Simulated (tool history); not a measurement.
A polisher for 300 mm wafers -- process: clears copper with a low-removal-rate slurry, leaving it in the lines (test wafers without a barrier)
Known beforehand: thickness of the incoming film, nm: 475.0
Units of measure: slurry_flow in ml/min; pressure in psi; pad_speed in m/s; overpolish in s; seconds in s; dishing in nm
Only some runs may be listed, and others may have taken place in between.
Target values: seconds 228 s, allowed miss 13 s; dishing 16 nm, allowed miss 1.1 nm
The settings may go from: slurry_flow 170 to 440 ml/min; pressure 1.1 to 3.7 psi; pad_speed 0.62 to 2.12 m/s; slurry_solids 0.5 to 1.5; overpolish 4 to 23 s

{"run": 1, "hour": 0.0, "slurry_flow": 280, "pressure": 2.4, "pad_speed": 1.36, "slurry_solids": 1, "overpolish": 12, "seconds": 155.89, "dishing": 27.225}
{"run": 2, "hour": 3.3, "slurry_flow": 280, "pressure": 2.4, "pad_speed": 1.18, "slurry_solids": 1, "overpolish": 12, "seconds": 174.43, "dishing": 23.652}
{"run": 3, "hour": 10.7, "slurry_flow": 280, "pressure": 2.4, "pad_speed": 1.18, "slurry_solids": 1, "overpolish": 16, "seconds": 179.43, "dishing": 30.115}
{"run": 4, "hour": 13.0, "slurry_flow": 280, "pressure": 2.3, "pad_speed": 1.18, "slurry_solids": 1, "overpolish": 15, "seconds": 187.72, "dishing": 28.287}
{"run": 5, "hour": 16.2, "slurry_flow": 235, "pressure": 2.3, "pad_speed": 1.18, "slurry_solids": 1, "overpolish": 15, "seconds": 187.01, "dishing": 28.331}
{"run": 6, "hour": 22.0, "slurry_flow": 235, "pressure": 2.2, "pad_speed": 1.16, "slurry_solids": 1, "overpolish": 14, "seconds": 195.39, "dishing": 25.267}
{"run": 7, "hour": 23.2, "slurry_flow": 235, "pressure": 2.2, "pad_speed": 1.16, "slurry_solids": 1, "overpolish": 13, "seconds": 196.84, "dishing": 24.44}
{"run": 8, "hour": 28.2, "slurry_flow": 235, "pressure": 2.2, "pad_speed": 1.16, "slurry_solids": 1, "overpolish": 13, "seconds": 195.78, "dishing": 22.188}
{"run": 9, "hour": 35.8, "slurry_flow": 235, "pressure": 2, "pad_speed": 1.14, "slurry_solids": 1, "overpolish": 12, "seconds": 210.42, "dishing": 19.219}

5 candidate next runs follow, results not yet known. Just one meets every target within its allowed miss. Identify it.
{"run": "A", "hour": 43.4, "slurry_flow": 175, "pressure": 2.3, "pad_speed": 1.18, "slurry_solids": 1.15, "overpolish": 9, "seconds": "?", "dishing": "?"}
{"run": "B", "hour": 43.4, "slurry_flow": 290, "pressure": 1.7, "pad_speed": 1.1, "slurry_solids": 1.2, "overpolish": 10, "seconds": "?", "dishing": "?"}
{"run": "C", "hour": 43.4, "slurry_flow": 320, "pressure": 1.5, "pad_speed": 1.46, "slurry_solids": 0.85, "overpolish": 10, "seconds": "?", "dishing": "?"}
{"run": "D", "hour": 43.4, "slurry_flow": 205, "pressure": 2, "pad_speed": 1.3, "slurry_solids": 0.85, "overpolish": 15, "seconds": "?", "dishing": "?"}
{"run": "E", "hour": 43.4, "slurry_flow": 185, "pressure": 2, "pad_speed": 1.44, "slurry_solids": 0.7, "overpolish": 12, "seconds": "?", "dishing": "?"}

move=A seconds=182.89 dishing=17.202
move=B seconds=223.88 dishing=15.615
move=C seconds=196.64 dishing=17.506
move=D seconds=191.63 dishing=25.884
move=E seconds=183.13 dishing=22.163
A: moves away from the targets compared with the last run
B: every result within its allowed miss
C: better than the last run, though not everything is in spec
D: moves away from the targets compared with the last run
E: moves away from the targets compared with the last run
B meets every target.
